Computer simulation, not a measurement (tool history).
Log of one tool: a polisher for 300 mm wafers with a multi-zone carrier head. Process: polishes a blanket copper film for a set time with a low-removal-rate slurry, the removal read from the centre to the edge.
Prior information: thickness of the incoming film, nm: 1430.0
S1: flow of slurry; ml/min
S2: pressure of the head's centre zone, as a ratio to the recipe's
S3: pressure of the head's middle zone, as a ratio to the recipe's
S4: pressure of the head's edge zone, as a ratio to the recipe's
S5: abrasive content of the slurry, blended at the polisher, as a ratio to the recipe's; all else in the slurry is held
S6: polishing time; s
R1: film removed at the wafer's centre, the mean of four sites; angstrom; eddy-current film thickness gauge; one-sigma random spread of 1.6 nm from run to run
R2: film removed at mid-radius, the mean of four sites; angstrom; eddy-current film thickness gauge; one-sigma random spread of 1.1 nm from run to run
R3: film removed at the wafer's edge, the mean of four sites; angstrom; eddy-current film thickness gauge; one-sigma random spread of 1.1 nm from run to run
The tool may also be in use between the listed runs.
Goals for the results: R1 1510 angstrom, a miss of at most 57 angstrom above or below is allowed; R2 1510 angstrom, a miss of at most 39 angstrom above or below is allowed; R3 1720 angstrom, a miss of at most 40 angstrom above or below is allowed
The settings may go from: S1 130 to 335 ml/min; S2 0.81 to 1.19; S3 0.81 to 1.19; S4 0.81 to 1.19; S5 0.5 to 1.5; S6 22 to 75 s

run	day	S1	S2	S3	S4	S5	S6	R1	R2	R3
1	0	215	1	1	1	1	48	1997.5	1928.4	2106.9
2	0.254	215	1	1	1	1	55	2258.7	2256.2	2437.6
3	0.542	215	1.04	1	1	1	55	2346.1	2254.6	2424.2
4	0.904	205	1.01	0.98	0.98	0.9	54	2167.6	2095.2	2266.4
5	0.996	165	1.01	0.98	0.98	0.9	54	2101.6	2008.8	2217.9
# day 1.033: edge zone pressure recalibrated
6	1.033	165	1.01	1.06	0.98	0.9	54	2091.8	2143.8	2088.5
7	1.317	160	0.99	1.03	0.96	0.85	53	1977.3	2026.2	2017.5
8	1.55	155	0.97	1	0.94	0.8	52	1848.7	1867.7	1894.5
9	1.742	150	0.95	0.97	0.93	0.8	52	1807.8	1795.5	1862.8

4 next moves are on the table. One of them brings every result within its allowed miss. Which?
A	1.933	205	0.81	0.97	1.03	0.9	39	?	?	?
B	1.933	225	0.84	0.89	1	0.65	46	?	?	?
C	1.933	150	0.81	0.92	0.96	0.85	44	?	?	?
D	1.933	170	0.88	0.87	1.03	0.9	43	?	?	?

move	R1	R2	R3
A	1355.6	1502	1591
B	1504.7	1513.4	1693.8
C	1406.1	1502.5	1634.9
D	1520.9	1463.4	1714.6
A: brings the last run's worst result on target, with another outside its allowed miss
B: meets every target
C: brings the last run's worst result on target, with another outside its allowed miss
D: the result that was furthest off in the last run now lies on the other side of its target
Move B is the one to make.
